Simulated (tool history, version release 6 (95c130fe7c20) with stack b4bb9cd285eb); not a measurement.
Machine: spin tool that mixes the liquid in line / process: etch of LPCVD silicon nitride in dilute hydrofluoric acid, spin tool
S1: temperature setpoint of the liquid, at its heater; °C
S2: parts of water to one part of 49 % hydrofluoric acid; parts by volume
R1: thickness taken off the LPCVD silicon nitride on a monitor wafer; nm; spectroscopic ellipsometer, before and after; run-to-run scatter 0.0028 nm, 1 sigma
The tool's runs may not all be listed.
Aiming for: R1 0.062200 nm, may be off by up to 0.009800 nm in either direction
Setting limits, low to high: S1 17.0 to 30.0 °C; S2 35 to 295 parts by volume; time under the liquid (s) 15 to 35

run 1 hour=0.0 | S1=22.0 S2=165 time_under_the_liquid_(s)=35 | R1=0.115560
run 2 hour=8.6 | S1=22.0 S2=220 time_under_the_liquid_(s)=35 | R1=0.083356
run 3 hour=11.5 | S1=23.5 S2=220 time_under_the_liquid_(s)=35 | R1=0.101000
run 4 hour=12.8 | S1=23.0 S2=225 time_under_the_liquid_(s)=35 | R1=0.096861
run 5 hour=13.6 | S1=23.0 S2=185 time_under_the_liquid_(s)=35 | R1=0.102570
-- hour=16.8 hydrofluoric acid flow meter replaced
run 6 hour=16.8 | S1=21.0 S2=185 time_under_the_liquid_(s)=35 | R1=0.082816
run 7 hour=19.3 | S1=20.5 S2=185 time_under_the_liquid_(s)=35 | R1=0.092255
run 8 hour=27.6 | S1=20.0 S2=240 time_under_the_liquid_(s)=15 | R1=0.025412
run 9 hour=33.6 | S1=20.5 S2=240 time_under_the_liquid_(s)=15 | R1=0.030298
run 10 hour=38.7 | S1=20.5 S2=240 time_under_the_liquid_(s)=15 | R1=0.028863
run 11 hour=40.1 | S1=24.5 S2=175 time_under_the_liquid_(s)=35 | R1=0.121870
run 12 hour=42.7 | S1=23.5 S2=180 time_under_the_liquid_(s)=35 | R1=0.107270
run 13 hour=49.5 | S1=23.0 S2=185 time_under_the_liquid_(s)=35 | R1=0.098088
run 14 hour=55.0 | S1=22.5 S2=190 time_under_the_liquid_(s)=35 | R1=0.091426
run 15 hour=59.0 | S1=22.0 S2=190 time_under_the_liquid_(s)=35 | R1=0.089481
run 16 hour=61.0 | S1=21.5 S2=190 time_under_the_liquid_(s)=35 | R1=0.082334
run 17 hour=68.6 | S1=21.0 S2=190 time_under_the_liquid_(s)=35 | R1=0.082016
run 18 hour=74.6 | S1=20.5 S2=190 time_under_the_liquid_(s)=35 | R1=0.073557

Exercise: of the 5 proposed moves below, exactly one satisfies all targets within the stated allowed misses. Which move is it?
run A hour=80.6 | S1=20.0 S2=185 time_under_the_liquid_(s)=35 | R1=?
run B hour=80.6 | S1=21.0 S2=185 time_under_the_liquid_(s)=25 | R1=?
run C hour=80.6 | S1=21.0 S2=185 time_under_the_liquid_(s)=35 | R1=?
run D hour=80.6 | S1=23.0 S2=195 time_under_the_liquid_(s)=35 | R1=?
run E hour=80.6 | S1=22.5 S2=185 time_under_the_liquid_(s)=35 | R1=?

move=A R1=0.089428
move=B R1=0.068213
move=C R1=0.095498
move=D R1=0.103210
move=E R1=0.105270
A: misses by more than the last run did
B: in spec on every target
C: misses by more than the last run did
D: misses by more than the last run did
E: misses by more than the last run did
The right move is B.

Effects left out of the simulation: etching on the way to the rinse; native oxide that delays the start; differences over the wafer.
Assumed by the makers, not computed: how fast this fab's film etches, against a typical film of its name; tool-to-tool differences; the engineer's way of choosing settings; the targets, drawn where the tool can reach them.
